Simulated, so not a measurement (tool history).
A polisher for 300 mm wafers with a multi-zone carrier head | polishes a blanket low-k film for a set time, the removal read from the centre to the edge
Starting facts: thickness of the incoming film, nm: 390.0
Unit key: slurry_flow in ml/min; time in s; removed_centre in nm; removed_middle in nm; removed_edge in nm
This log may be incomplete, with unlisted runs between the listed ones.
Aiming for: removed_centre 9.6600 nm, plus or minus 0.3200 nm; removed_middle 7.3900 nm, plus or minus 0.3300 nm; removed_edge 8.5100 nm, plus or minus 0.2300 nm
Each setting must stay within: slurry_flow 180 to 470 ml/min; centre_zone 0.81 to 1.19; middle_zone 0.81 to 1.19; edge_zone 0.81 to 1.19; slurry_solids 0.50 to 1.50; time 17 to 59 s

| run | day | slurry_flow | centre_zone | middle_zone | edge_zone | slurry_solids | time | removed_centre | removed_middle | removed_edge |
|---|---|---|---|---|---|---|---|---|---|---|
| 1 | 0.000 | 300 | 1.00 | 1.00 | 1.00 | 1.00 | 38 | 7.3904 | 7.4223 | 7.6207 |
| 2 | 0.258 | 300 | 1.00 | 1.00 | 1.00 | 1.00 | 34 | 6.5685 | 6.6777 | 6.9078 |
| 3 | 0.304 | 315 | 1.06 | 0.98 | 1.02 | 1.10 | 34 | 7.2874 | 6.6863 | 7.1350 |
| 4 | 0.412 | 320 | 1.10 | 0.97 | 1.05 | 1.20 | 34 | 7.6575 | 6.9515 | 7.4629 |
| 5 | 0.575 | 330 | 1.13 | 0.94 | 1.04 | 1.30 | 34 | 8.0451 | 6.9256 | 7.5892 |
| 6 | 0.596 | 330 | 1.19 | 0.94 | 1.04 | 1.30 | 34 | 8.5566 | 6.9516 | 7.5989 |
| 7 | 0.658 | 335 | 1.19 | 0.91 | 1.03 | 1.35 | 35 | 8.8153 | 7.0253 | 7.8176 |
| 8 | 0.900 | 345 | 1.19 | 0.89 | 1.02 | 1.40 | 36 | 9.1954 | 7.2251 | 8.1672 |
| 9 | 0.979 | 350 | 1.19 | 0.88 | 1.01 | 1.45 | 36 | 9.3893 | 7.2681 | 8.3327 |
| 10 | 1.312 | 355 | 1.19 | 0.88 | 1.00 | 1.45 | 36 | 9.3584 | 7.1184 | 8.3707 |
| 11 | 1.350 | 355 | 1.19 | 0.89 | 0.98 | 1.45 | 36 | 9.4085 | 7.1595 | 8.2650 |
| 12 | 1.712 | 355 | 1.19 | 0.89 | 0.98 | 1.45 | 36 | 9.4065 | 7.1933 | 8.1084 |
| 13 | 1.812 | 360 | 1.19 | 0.89 | 0.99 | 1.45 | 36 | 9.4173 | 7.2710 | 8.2128 |
| 14 | 1.858 | 360 | 1.19 | 0.88 | 0.99 | 1.45 | 36 | 9.2794 | 7.2955 | 8.2337 |
| 15 | 2.079 | 345 | 1.19 | 0.89 | 1.00 | 1.45 | 36 | 9.3571 | 7.1132 | 8.2515 |
| 16 | 2.162 | 350 | 1.19 | 0.89 | 1.00 | 1.45 | 36 | 9.4194 | 7.1746 | 8.1607 |
| 17 | 2.183 | 355 | 1.19 | 0.89 | 1.01 | 1.45 | 36 | 9.3317 | 7.1988 | 8.1437 |
| 18 | 2.546 | 350 | 1.19 | 0.89 | 1.01 | 1.45 | 36 | 9.4819 | 7.2851 | 8.3438 |
| 19 | 2.758 | 350 | 1.19 | 0.89 | 1.02 | 1.45 | 36 | 9.3207 | 7.2727 | 8.1806 |
| 20 | 2.842 | 345 | 1.19 | 0.88 | 1.02 | 1.45 | 36 | 9.2190 | 7.0957 | 8.2630 |
| 21 | 3.175 | 350 | 1.19 | 0.88 | 1.01 | 1.45 | 36 | 9.2441 | 7.0704 | 8.1858 |

5 next moves are on the table. One of them brings every result within its allowed miss. Which?
| A | 3.508 | 335 | 1.18 | 0.87 | 0.99 | 1.35 | 38 | ? | ? | ? |
| B | 3.508 | 330 | 1.12 | 0.81 | 1.04 | 1.50 | 37 | ? | ? | ? |
| C | 3.508 | 310 | 1.17 | 1.05 | 1.03 | 1.40 | 35 | ? | ? | ? |
| D | 3.508 | 320 | 1.19 | 0.88 | 0.96 | 1.50 | 36 | ? | ? | ? |
| E | 3.508 | 365 | 1.12 | 0.82 | 1.01 | 1.50 | 34 | ? | ? | ? |

| move | removed_centre | removed_middle | removed_edge |
|---|---|---|---|
| A | 9.5886 | 7.3520 | 8.4784 |
| B | 9.1185 | 6.9550 | 8.6536 |
| C | 8.8095 | 7.9699 | 7.9468 |
| D | 9.4135 | 7.2262 | 8.1767 |
| E | 8.4408 | 6.4982 | 7.9122 |
A: all results land within tolerance of their targets
B: corrects the largest miss of the last run, while another result sits out of spec
C: further off than the last run
D: no nearer and no further than the last run
E: further off than the last run
The move that meets every target is A.

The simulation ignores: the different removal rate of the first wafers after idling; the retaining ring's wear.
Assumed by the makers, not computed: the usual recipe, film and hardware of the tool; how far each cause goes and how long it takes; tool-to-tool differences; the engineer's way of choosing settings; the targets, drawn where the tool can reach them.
